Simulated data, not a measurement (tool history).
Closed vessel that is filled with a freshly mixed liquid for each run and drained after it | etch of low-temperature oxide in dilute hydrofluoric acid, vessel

| run | hour | temperature setpoint of the liquid (K) | parts of water to one part of 49 % hydrofluoric acid (parts by volume) | time in the liquid (s) | thickness taken off the low-temperature oxide on a monitor wafer (nm) |
|---|---|---|---|---|---|
| 1 | 0 | 296.15 | 175 | 30 | 5.6907 |
| 2 | 7.4 | 293.65 | 175 | 30 | 5.1776 |
| 3 | 12.7 | 293.65 | 175 | 30 | 5.1461 |
| 4 | 18.5 | 295.15 | 175 | 30 | 5.4116 |
| 5 | 20.2 | 295.15 | 205 | 30 | 4.534 |
| 6 | 27.6 | 295.15 | 180 | 30 | 5.2998 |
| 7 | 30.6 | 296.65 | 160 | 30 | 6.4179 |
| 8 | 32.2 | 297.65 | 140 | 30 | 7.8067 |
| 9 | 41.5 | 298.65 | 125 | 30 | 9.3909 |
| 10 | 43.1 | 299.15 | 115 | 30 | 10.411 |
| 11 | 44.6 | 299.65 | 105 | 30 | 11.908 |
| 12 | 47.2 | 299.65 | 105 | 30 | 11.757 |
| 13 | 53.8 | 300.15 | 100 | 30 | 12.616 |
| 14 | 56.9 | 300.65 | 95 | 30 | 13.889 |
| 15 | 59.2 | 301.15 | 90 | 30 | 14.877 |
| 16 | 62 | 301.65 | 90 | 30 | 15.133 |

Estimate the outcome of run 17 from the log above:
| 17 | 64.8 | 302.15 | 90 | 30 | ? |

Run 17 measured thickness taken off the low-temperature oxide on a monitor wafer (nm) 15.518.

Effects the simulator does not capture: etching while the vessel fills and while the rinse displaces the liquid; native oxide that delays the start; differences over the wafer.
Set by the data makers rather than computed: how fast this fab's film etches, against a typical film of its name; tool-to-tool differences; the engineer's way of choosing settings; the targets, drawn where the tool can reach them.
